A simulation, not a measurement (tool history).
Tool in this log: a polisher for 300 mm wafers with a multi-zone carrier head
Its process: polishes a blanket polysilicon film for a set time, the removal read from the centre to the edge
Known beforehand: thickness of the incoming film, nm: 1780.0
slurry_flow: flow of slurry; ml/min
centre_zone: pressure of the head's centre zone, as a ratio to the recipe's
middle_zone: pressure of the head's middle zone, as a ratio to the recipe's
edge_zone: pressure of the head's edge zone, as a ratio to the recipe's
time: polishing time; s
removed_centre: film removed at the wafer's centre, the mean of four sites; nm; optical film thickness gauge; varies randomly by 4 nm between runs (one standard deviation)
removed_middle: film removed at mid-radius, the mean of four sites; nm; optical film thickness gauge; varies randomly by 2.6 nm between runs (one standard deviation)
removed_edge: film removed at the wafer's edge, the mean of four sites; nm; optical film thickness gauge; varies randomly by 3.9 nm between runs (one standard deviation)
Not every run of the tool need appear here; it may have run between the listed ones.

{"run": 1, "hour": 0.0, "slurry_flow": 215, "centre_zone": 1.0, "middle_zone": 1.0, "edge_zone": 1.0, "time": 32, "removed_centre": 219.84, "removed_middle": 205.0, "removed_edge": 202.38}
{"run": 2, "hour": 3.5, "slurry_flow": 215, "centre_zone": 1.0, "middle_zone": 1.08, "edge_zone": 1.0, "time": 32, "removed_centre": 223.21, "removed_middle": 221.99, "removed_edge": 200.91}
{"run": 3, "hour": 10.4, "slurry_flow": 215, "centre_zone": 0.93, "middle_zone": 1.08, "edge_zone": 1.0, "time": 32, "removed_centre": 208.57, "removed_middle": 219.5, "removed_edge": 203.54}
{"run": 4, "hour": 11.6, "slurry_flow": 215, "centre_zone": 0.94, "middle_zone": 1.06, "edge_zone": 1.02, "time": 33, "removed_centre": 217.88, "removed_middle": 223.4, "removed_edge": 211.73}
{"run": 5, "hour": 15.0, "slurry_flow": 215, "centre_zone": 0.95, "middle_zone": 1.05, "edge_zone": 1.04, "time": 34, "removed_centre": 223.6, "removed_middle": 226.29, "removed_edge": 224.18}
{"run": 6, "hour": 19.7, "slurry_flow": 215, "centre_zone": 0.95, "middle_zone": 1.13, "edge_zone": 1.04, "time": 34, "removed_centre": 217.66, "removed_middle": 248.78, "removed_edge": 216.37}
{"run": 7, "hour": 27.6, "slurry_flow": 220, "centre_zone": 0.96, "middle_zone": 1.11, "edge_zone": 1.05, "time": 35, "removed_centre": 230.77, "removed_middle": 245.73, "removed_edge": 224.1}
{"run": 8, "hour": 34.6, "slurry_flow": 220, "centre_zone": 0.97, "middle_zone": 1.1, "edge_zone": 1.06, "time": 36, "removed_centre": 246.28, "removed_middle": 248.59, "removed_edge": 235.82}
{"run": 9, "hour": 39.3, "slurry_flow": 220, "centre_zone": 0.97, "middle_zone": 1.1, "edge_zone": 1.07, "time": 37, "removed_centre": 252.96, "removed_middle": 260.44, "removed_edge": 239.83}
{"run": 10, "hour": 45.1, "slurry_flow": 225, "centre_zone": 0.97, "middle_zone": 1.09, "edge_zone": 1.08, "time": 38, "removed_centre": 252.28, "removed_middle": 266.22, "removed_edge": 252.48}

Forecast run 11:
{"run": 11, "hour": 49.4, "slurry_flow": 225, "centre_zone": 0.98, "middle_zone": 1.08, "edge_zone": 1.09, "time": 39, "removed_centre": "?", "removed_middle": "?", "removed_edge": "?"}

removed_centre: 270.66 nm
removed_middle: 269.32 nm
removed_edge: 262.46 nm
